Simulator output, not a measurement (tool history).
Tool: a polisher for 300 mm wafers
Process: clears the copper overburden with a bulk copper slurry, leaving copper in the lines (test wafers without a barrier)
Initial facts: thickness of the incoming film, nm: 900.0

| run | hour | flow of slurry (ml/min) | pressure of the wafer on the pad (psi) | speed of the pad under the wafer (m/s) | abrasive content of the slurry | overpolish time after the end point (s) | time until the end point was called (s) | dishing of a wide line in a test structure (Å) |
|---|---|---|---|---|---|---|---|---|
| 1 | 0.0 | 305 | 3.3 | 0.84 | 1.0 | 30 | 109.930 | 881.95 |
| 2 | 6.5 | 355 | 3.3 | 0.84 | 1.0 | 30 | 111.370 | 899.05 |
| 3 | 13.1 | 355 | 3.3 | 1.00 | 1.0 | 30 | 91.091 | 934.60 |
| 4 | 16.3 | 355 | 3.3 | 0.90 | 1.0 | 30 | 103.450 | 906.28 |
| 5 | 19.5 | 355 | 3.3 | 1.10 | 1.0 | 30 | 82.982 | 980.27 |
| 6 | 22.2 | 355 | 2.7 | 1.08 | 1.0 | 34 | 104.040 | 889.95 |
| 7 | 31.2 | 355 | 2.7 | 1.08 | 1.0 | 34 | 102.160 | 894.78 |
| 8 | 39.6 | 355 | 2.3 | 1.06 | 1.0 | 38 | 114.990 | 848.78 |
| 9 | 48.1 | 355 | 2.0 | 1.02 | 1.0 | 43 | 136.780 | 834.06 |
| 10 | 57.1 | 355 | 1.9 | 1.02 | 1.0 | 44 | 138.570 | 824.66 |

Run 11, settings as shown, results not yet in. Your forecast:
| 11 | 62.0 | 355 | 1.8 | 1.02 | 1.0 | 45 | ? | ? |

{"run 11": {"time until the end point was called (s)": 142.1, "dishing of a wide line in a test structure (Å)": 818.03}}

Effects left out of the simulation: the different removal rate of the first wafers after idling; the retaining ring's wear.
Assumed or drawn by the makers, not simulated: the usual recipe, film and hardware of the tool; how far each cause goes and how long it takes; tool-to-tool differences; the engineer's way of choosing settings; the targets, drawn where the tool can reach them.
